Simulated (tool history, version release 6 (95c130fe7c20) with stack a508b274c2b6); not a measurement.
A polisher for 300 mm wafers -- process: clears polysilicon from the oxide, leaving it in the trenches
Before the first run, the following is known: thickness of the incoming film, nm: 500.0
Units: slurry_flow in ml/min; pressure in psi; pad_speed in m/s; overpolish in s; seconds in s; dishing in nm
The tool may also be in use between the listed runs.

| run | hour | slurry_flow | pressure | pad_speed | overpolish | seconds | dishing |
|---|---|---|---|---|---|---|---|
| 1 | 0.0 | 295 | 3.1 | 0.98 | 17 | 29.147 | 50.139 |
| 2 | 3.8 | 295 | 3.1 | 0.98 | 13 | 29.357 | 48.996 |
| 3 | 7.9 | 295 | 3.1 | 0.80 | 13 | 34.267 | 49.052 |
| 4 | 9.4 | 295 | 3.6 | 0.80 | 13 | 30.186 | 47.880 |
| 5 | 13.2 | 285 | 3.2 | 0.70 | 11 | 36.331 | 45.352 |
| 6 | 15.1 | 295 | 2.8 | 0.66 | 12 | 45.757 | 45.217 |
| 7 | 18.9 | 300 | 2.6 | 0.66 | 14 | 47.103 | 45.256 |

Predict the results of run 8:
| 8 | 25.8 | 305 | 2.3 | 0.66 | 16 | ? | ? |

seconds: 51.292 s
dishing: 46.358 nm
